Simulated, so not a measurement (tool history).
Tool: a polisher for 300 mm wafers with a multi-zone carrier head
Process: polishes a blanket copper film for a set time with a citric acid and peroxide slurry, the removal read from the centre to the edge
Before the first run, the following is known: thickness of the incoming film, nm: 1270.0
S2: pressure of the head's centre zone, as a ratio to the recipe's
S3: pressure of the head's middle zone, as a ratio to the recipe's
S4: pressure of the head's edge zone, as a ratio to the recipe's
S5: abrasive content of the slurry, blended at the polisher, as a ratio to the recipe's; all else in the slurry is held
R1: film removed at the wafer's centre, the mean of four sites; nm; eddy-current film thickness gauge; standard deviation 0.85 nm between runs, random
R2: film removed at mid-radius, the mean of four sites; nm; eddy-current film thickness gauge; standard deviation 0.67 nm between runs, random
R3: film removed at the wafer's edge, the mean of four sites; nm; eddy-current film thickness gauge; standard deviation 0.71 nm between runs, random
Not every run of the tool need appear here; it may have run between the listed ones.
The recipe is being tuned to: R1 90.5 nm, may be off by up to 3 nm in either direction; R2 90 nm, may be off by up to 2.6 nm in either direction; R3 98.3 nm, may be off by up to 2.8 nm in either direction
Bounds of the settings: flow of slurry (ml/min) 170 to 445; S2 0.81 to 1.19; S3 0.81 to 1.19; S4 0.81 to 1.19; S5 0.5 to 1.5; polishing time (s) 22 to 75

Run 1, hour 0: flow of slurry (ml/min) 285, S2 1, S3 1, S4 1, S5 1, polishing time (s) 48. Result: R1 69.402 nm, R2 70.108 nm, R3 70.399 nm.
Run 2, hour 1.4: flow of slurry (ml/min) 285, S2 1, S3 0.97, S4 1, S5 1, polishing time (s) 48. Result: R1 70.336 nm, R2 68.004 nm, R3 69.945 nm.
Run 3, hour 8.8: flow of slurry (ml/min) 285, S2 1, S3 0.98, S4 1.05, S5 1.15, polishing time (s) 50. Result: R1 72.975 nm, R2 74.068 nm, R3 77.967 nm.
Run 4, hour 13.3: flow of slurry (ml/min) 285, S2 1, S3 0.98, S4 1.05, S5 1.15, polishing time (s) 41. Result: R1 60.837 nm, R2 60.331 nm, R3 63.206 nm.
Run 5, hour 22: flow of slurry (ml/min) 285, S2 1, S3 0.95, S4 1.05, S5 1.15, polishing time (s) 41. Result: R1 60.83 nm, R2 59.254 nm, R3 63.248 nm.
Run 6, hour 24.8: flow of slurry (ml/min) 290, S2 1.02, S3 0.97, S4 1.08, S5 1.25, polishing time (s) 45. Result: R1 69.166 nm, R2 67.311 nm, R3 71.473 nm.
Run 7, hour 26.5: flow of slurry (ml/min) 285, S2 1.02, S3 0.97, S4 1.1, S5 1.3, polishing time (s) 48. Result: R1 74.716 nm, R2 71.402 nm, R3 78.845 nm.
Run 8, hour 33.7: flow of slurry (ml/min) 285, S2 1.03, S3 0.99, S4 1.12, S5 1.35, polishing time (s) 50. Result: R1 77.819 nm, R2 77.383 nm, R3 82.77 nm.
Run 9, hour 38.2: flow of slurry (ml/min) 295, S2 1.04, S3 0.99, S4 1.14, S5 1.4, polishing time (s) 51. Result: R1 82.861 nm, R2 78.835 nm, R3 86.699 nm.
Run 10, hour 42.6: flow of slurry (ml/min) 305, S2 1.04, S3 1, S4 1.15, S5 1.45, polishing time (s) 52. Result: R1 84.122 nm, R2 83.051 nm, R3 89.168 nm.
Run 11, hour 51: flow of slurry (ml/min) 305, S2 1.04, S3 1, S4 1.16, S5 1.45, polishing time (s) 53. Result: R1 85.873 nm, R2 83.829 nm, R3 92.187 nm.
Run 12, hour 55.6: flow of slurry (ml/min) 305, S2 1.04, S3 1.01, S4 1.17, S5 1.45, polishing time (s) 54. Result: R1 87.514 nm, R2 86.263 nm, R3 93.032 nm.
Run 13, hour 57.3: flow of slurry (ml/min) 305, S2 1.04, S3 1.01, S4 1.17, S5 1.45, polishing time (s) 55. Result: R1 88.606 nm, R2 86.477 nm, R3 95.888 nm.
Run 14, hour 65.2: flow of slurry (ml/min) 305, S2 1.04, S3 1.02, S4 1.17, S5 1.45, polishing time (s) 55. Result: R1 88.049 nm, R2 89.103 nm, R3 93.494 nm.

Pick the move, out of 5, that brings all results within their allowed miss; only one does.
Run A, hour 73.1: flow of slurry (ml/min) 200, S2 1.03, S3 1.09, S4 1.12, S5 1.5, polishing time (s) 56. Result: R1 ?, R2 ?, R3 ?.
Run B, hour 73.1: flow of slurry (ml/min) 295, S2 1.05, S3 1.03, S4 1.19, S5 1.5, polishing time (s) 56. Result: R1 ?, R2 ?, R3 ?.
Run C, hour 73.1: flow of slurry (ml/min) 330, S2 1.11, S3 1.13, S4 1.1, S5 1.45, polishing time (s) 52. Result: R1 ?, R2 ?, R3 ?.
Run D, hour 73.1: flow of slurry (ml/min) 300, S2 1.02, S3 1.05, S4 1.07, S5 1.3, polishing time (s) 57. Result: R1 ?, R2 ?, R3 ?.
Run E, hour 73.1: flow of slurry (ml/min) 340, S2 1, S3 1.02, S4 1.05, S5 1.5, polishing time (s) 52. Result: R1 ?, R2 ?, R3 ?.

move      R1      R2      R3
   A  87.654   90.73  92.722
   B  92.354  90.765  98.358
   C  89.277  89.396  87.539
   D  89.402  90.653  91.863
   E  84.037  84.748  86.429
A: lands further from the targets than the last run did
B: meets every target
C: lands further from the targets than the last run did
D: lands further from the targets than the last run did
E: lands further from the targets than the last run did
Move B is the one to make.

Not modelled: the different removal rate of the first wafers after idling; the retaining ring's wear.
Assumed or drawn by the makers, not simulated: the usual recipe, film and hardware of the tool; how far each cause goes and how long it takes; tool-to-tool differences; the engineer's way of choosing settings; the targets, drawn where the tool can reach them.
